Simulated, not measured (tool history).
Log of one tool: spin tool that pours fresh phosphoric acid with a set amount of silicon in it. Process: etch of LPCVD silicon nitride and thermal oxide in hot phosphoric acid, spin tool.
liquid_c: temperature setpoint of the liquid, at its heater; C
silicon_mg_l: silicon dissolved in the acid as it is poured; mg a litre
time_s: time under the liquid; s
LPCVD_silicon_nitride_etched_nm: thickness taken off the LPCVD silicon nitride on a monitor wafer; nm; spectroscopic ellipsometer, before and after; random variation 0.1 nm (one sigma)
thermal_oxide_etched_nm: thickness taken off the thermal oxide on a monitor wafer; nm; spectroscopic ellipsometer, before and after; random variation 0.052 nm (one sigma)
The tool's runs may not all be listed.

run	hour	liquid_c	silicon_mg_l	time_s	LPCVD_silicon_nitride_etched_nm	thermal_oxide_etched_nm
1	0	163	16	180	16.525	0.36271
2	2	161.5	16	180	15.769	0.34839
3	3.1	162	15.5	185	16.471	0.36446
4	10.5	162.5	15	190	17.283	0.32878
5	13.9	164.5	15	190	18.281	0.44802
6	14.8	165	15.5	195	19.066	0.52816

Run 7 has not been measured yet. What should we expect?
7	18.6	165	17	200	?	?

LPCVD_silicon_nitride_etched_nm: 19.646 nm
thermal_oxide_etched_nm: 0.50019 nm
